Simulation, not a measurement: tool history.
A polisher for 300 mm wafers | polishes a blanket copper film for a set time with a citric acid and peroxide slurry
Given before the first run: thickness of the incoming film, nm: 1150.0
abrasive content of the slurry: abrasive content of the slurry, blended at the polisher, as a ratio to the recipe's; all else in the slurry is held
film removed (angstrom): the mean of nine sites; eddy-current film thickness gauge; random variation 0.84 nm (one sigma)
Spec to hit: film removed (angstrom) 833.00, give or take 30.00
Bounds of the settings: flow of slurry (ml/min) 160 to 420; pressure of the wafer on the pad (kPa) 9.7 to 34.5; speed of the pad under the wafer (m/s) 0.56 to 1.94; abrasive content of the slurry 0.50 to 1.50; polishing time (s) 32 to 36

run	hour	flow of slurry (ml/min)	pressure of the wafer on the pad (kPa)	speed of the pad under the wafer (m/s)	abrasive content of the slurry	polishing time (s)	film removed (angstrom)
1	0.0	270	22.1	1.24	1.00	36	994.85
2	3.5	270	22.1	1.48	1.00	36	1168.50
3	8.8	270	22.1	1.48	0.80	36	1108.40
4	13.3	270	20.0	1.48	0.80	36	1009.50
5	18.9	270	20.0	1.48	0.70	36	992.42
6	23.6	270	18.6	1.48	0.70	36	923.12
7	30.2	270	17.9	1.48	0.70	36	901.40
8	35.8	270	17.2	1.48	0.70	36	871.13

Which single option among these 4 for the next run brings every result within its allowed miss of target? Just one does.
A	41.4	320	22.8	1.16	0.90	32	?
B	41.4	275	17.2	1.58	0.70	36	?
C	41.4	270	17.9	1.62	0.65	33	?
D	41.4	295	26.9	1.00	0.65	36	?

move	film removed (angstrom)
A	845.63
B	926.45
C	886.09
D	900.10
A: all results land within tolerance of their targets
B: lands further from the targets than the last run did
C: lands further from the targets than the last run did
D: lands further from the targets than the last run did
Move A is the one to make.

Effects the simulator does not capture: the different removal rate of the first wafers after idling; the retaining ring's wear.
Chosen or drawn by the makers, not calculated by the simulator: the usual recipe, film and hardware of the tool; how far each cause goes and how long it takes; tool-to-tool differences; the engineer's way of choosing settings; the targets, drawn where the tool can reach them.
